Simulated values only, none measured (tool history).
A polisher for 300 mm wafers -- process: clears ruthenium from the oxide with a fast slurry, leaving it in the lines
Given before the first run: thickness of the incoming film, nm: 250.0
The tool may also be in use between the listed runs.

run	hour	flow of slurry (ml/min)	pressure of the wafer on the pad (kPa)	speed of the pad under the wafer (cm/s)	abrasive content of the slurry	overpolish time after the end point (s)	time until the end point was called (s)	dishing of a wide line in a test structure (Å)
1	0.0	155	14.5	100	1.0	12	103.460	238.87
2	2.5	125	14.5	100	1.0	12	110.410	229.35
3	5.8	135	15.2	100	1.0	12	104.760	231.67
4	8.6	135	15.2	100	1.0	8	104.650	159.67
5	11.8	150	15.2	100	1.0	8	102.230	173.93
6	20.3	155	15.9	100	1.0	9	98.702	188.11
7	25.2	155	16.5	102	1.0	10	94.113	222.48
8	29.0	160	17.2	104	1.0	10	90.347	238.86
9	35.2	165	21.4	122	1.0	12	68.786	340.76
10	36.6	170	21.4	124	1.0	12	68.345	330.15
11	37.3	170	21.4	126	1.0	12	66.480	337.76
12	45.3	170	21.4	128	1.0	12	65.632	352.48

Run 13 comes next. What will it give?
13	53.1	195	22.1	132	1.0	13	?	?

time until the end point was called (s): 60.428
dishing of a wide line in a test structure (Å): 384.71

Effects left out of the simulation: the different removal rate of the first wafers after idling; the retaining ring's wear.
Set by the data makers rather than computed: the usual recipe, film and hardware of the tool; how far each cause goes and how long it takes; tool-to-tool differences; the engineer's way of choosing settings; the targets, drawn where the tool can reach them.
